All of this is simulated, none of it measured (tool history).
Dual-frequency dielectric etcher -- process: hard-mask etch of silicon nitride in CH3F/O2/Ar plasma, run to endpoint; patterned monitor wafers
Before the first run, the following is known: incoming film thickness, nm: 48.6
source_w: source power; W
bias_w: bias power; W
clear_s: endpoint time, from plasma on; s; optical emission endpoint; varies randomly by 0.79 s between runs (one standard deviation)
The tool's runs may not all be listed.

run	hour	source_w	bias_w	clear_s
1	0.0	340	84	79.804
2	6.8	320	81	82.998
3	9.7	320	87	79.688
4	15.8	320	102	73.900
5	22.8	300	97	77.182
6	31.7	350	97	72.625
7	37.4	330	93	75.900

Run 8, settings as shown, results not yet in. Your forecast:
8	38.3	310	90	?

clear_s: 79.684 s
